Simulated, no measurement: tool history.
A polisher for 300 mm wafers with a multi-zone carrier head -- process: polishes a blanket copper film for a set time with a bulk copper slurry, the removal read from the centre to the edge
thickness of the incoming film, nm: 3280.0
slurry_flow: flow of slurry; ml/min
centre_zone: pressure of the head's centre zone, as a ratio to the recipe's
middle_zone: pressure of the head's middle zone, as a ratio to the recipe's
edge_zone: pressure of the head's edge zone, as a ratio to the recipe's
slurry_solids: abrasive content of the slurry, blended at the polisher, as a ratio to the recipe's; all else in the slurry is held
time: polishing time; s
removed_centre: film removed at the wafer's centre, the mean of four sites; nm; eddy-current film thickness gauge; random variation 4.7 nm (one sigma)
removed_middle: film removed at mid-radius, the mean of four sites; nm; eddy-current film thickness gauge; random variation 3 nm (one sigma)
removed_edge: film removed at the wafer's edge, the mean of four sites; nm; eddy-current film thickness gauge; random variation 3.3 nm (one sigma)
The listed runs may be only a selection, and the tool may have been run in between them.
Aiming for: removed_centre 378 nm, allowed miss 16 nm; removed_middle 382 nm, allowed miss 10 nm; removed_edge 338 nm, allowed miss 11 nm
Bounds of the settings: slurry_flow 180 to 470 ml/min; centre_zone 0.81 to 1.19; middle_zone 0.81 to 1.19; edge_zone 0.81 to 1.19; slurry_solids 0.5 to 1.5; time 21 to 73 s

Run 1, hour 0: slurry_flow 300 ml/min, centre_zone 1, middle_zone 1, edge_zone 1, slurry_solids 1, time 47 s. Result: removed_centre 308.99 nm, removed_middle 309.04 nm, removed_edge 301.91 nm.
Run 2, hour 5.7: slurry_flow 300 ml/min, centre_zone 0.92, middle_zone 1, edge_zone 1, slurry_solids 1, time 47 s. Result: removed_centre 290.63 nm, removed_middle 315.78 nm, removed_edge 297.27 nm.
Run 3, hour 7.1: slurry_flow 325 ml/min, centre_zone 0.92, middle_zone 1, edge_zone 1, slurry_solids 1, time 47 s. Result: removed_centre 286.78 nm, removed_middle 315.86 nm, removed_edge 294.52 nm.
Run 4, hour 13.2: slurry_flow 325 ml/min, centre_zone 0.97, middle_zone 1.03, edge_zone 1, slurry_solids 1.1, time 47 s. Result: removed_centre 318.32 nm, removed_middle 331.38 nm, removed_edge 303.4 nm.
Run 5, hour 20.3: slurry_flow 320 ml/min, centre_zone 0.99, middle_zone 1.06, edge_zone 1.03, slurry_solids 1.15, time 47 s. Result: removed_centre 316.86 nm, removed_middle 345.27 nm, removed_edge 321.5 nm.
Run 6, hour 25.8: slurry_flow 330 ml/min, centre_zone 1.02, middle_zone 1.08, edge_zone 1.02, slurry_solids 1.2, time 47 s. Result: removed_centre 338.66 nm, removed_middle 346.83 nm, removed_edge 322.56 nm.
Run 7, hour 30.7: slurry_flow 340 ml/min, centre_zone 1.03, middle_zone 1.1, edge_zone 1.02, slurry_solids 1.25, time 47 s. Result: removed_centre 344.29 nm, removed_middle 365.24 nm, removed_edge 326.26 nm.
Run 8, hour 36.7: slurry_flow 350 ml/min, centre_zone 1.05, middle_zone 1.11, edge_zone 1.02, slurry_solids 1.25, time 47 s. Result: removed_centre 352.86 nm, removed_middle 360.95 nm, removed_edge 322.58 nm.

Consider the 4 candidate settings below. Which is the only one whose results all fall within their allowed miss of target?
Run A, hour 42.7: slurry_flow 440 ml/min, centre_zone 1.08, middle_zone 1.1, edge_zone 0.99, slurry_solids 1.35, time 52 s. Result: removed_centre ?, removed_middle ?, removed_edge ?.
Run B, hour 42.7: slurry_flow 290 ml/min, centre_zone 1.08, middle_zone 1.02, edge_zone 0.87, slurry_solids 1.05, time 56 s. Result: removed_centre ?, removed_middle ?, removed_edge ?.
Run C, hour 42.7: slurry_flow 395 ml/min, centre_zone 1.09, middle_zone 1.11, edge_zone 0.94, slurry_solids 1.25, time 47 s. Result: removed_centre ?, removed_middle ?, removed_edge ?.
Run D, hour 42.7: slurry_flow 355 ml/min, centre_zone 1.08, middle_zone 1.11, edge_zone 1.02, slurry_solids 1.15, time 50 s. Result: removed_centre ?, removed_middle ?, removed_edge ?.

move  removed_centre  removed_middle  removed_edge
   A          420.36          405.77        367.92
   B           411.8          374.06        342.95
   C          373.37          360.08        316.49
   D          382.35          372.41        340.91
A: takes the result that was furthest off past its target
B: the furthest-off result lands on target, but another misses its tolerance
C: about the same distance from the targets as the last run
D: all results in spec
So the answer is move D, the one that meets all the targets.

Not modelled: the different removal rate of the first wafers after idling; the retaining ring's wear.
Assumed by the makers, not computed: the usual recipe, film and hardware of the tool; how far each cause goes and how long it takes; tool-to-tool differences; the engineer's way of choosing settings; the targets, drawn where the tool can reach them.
